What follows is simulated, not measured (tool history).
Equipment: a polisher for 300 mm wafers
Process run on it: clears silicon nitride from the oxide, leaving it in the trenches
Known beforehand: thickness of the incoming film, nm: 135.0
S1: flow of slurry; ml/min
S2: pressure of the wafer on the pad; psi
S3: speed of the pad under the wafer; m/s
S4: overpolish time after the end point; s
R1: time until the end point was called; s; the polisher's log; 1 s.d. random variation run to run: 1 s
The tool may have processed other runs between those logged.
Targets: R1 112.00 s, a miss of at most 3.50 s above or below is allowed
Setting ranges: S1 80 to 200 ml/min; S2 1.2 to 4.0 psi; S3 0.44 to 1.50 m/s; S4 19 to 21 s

run 1 day=0.000 | S1=130 S2=2.6 S3=0.96 S4=19 | R1=172.83
run 2 day=0.146 | S1=130 S2=2.6 S3=0.96 S4=19 | R1=168.55
run 3 day=0.196 | S1=130 S2=2.6 S3=0.86 S4=19 | R1=192.73
run 4 day=0.483 | S1=135 S2=2.8 S3=0.86 S4=19 | R1=178.63
run 5 day=0.558 | S1=135 S2=3.0 S3=0.86 S4=19 | R1=166.61
run 6 day=0.621 | S1=135 S2=2.5 S3=0.86 S4=19 | R1=198.84
run 7 day=0.654 | S1=135 S2=2.7 S3=0.86 S4=19 | R1=181.92
run 8 day=0.946 | S1=165 S2=3.4 S3=0.88 S4=19 | R1=142.36
run 9 day=1.229 | S1=165 S2=3.4 S3=0.88 S4=19 | R1=140.68
run 10 day=1.488 | S1=165 S2=3.5 S3=0.88 S4=19 | R1=137.69
run 11 day=1.829 | S1=165 S2=3.6 S3=0.88 S4=19 | R1=132.66
run 12 day=2.196 | S1=165 S2=3.7 S3=0.88 S4=19 | R1=127.58
run 13 day=2.550 | S1=180 S2=4.0 S3=0.88 S4=19 | R1=118.45

4 next moves are on the table. One of them brings every result within its allowed miss. Which?
run A day=2.904 | S1=200 S2=4.0 S3=0.92 S4=19 | R1=?
run B day=2.904 | S1=195 S2=4.0 S3=1.00 S4=19 | R1=?
run C day=2.904 | S1=85 S2=4.0 S3=1.02 S4=19 | R1=?
run D day=2.904 | S1=180 S2=4.0 S3=1.02 S4=21 | R1=?

move=A R1=112.73
move=B R1=104.33
move=C R1=122.52
move=D R1=103.52
A: in spec on every target
B: the result that was furthest off in the last run now lies on the other side of its target
C: the biggest miss grows against the last run
D: the result that was furthest off in the last run now lies on the other side of its target
A is the move that brings every result within its allowed miss.
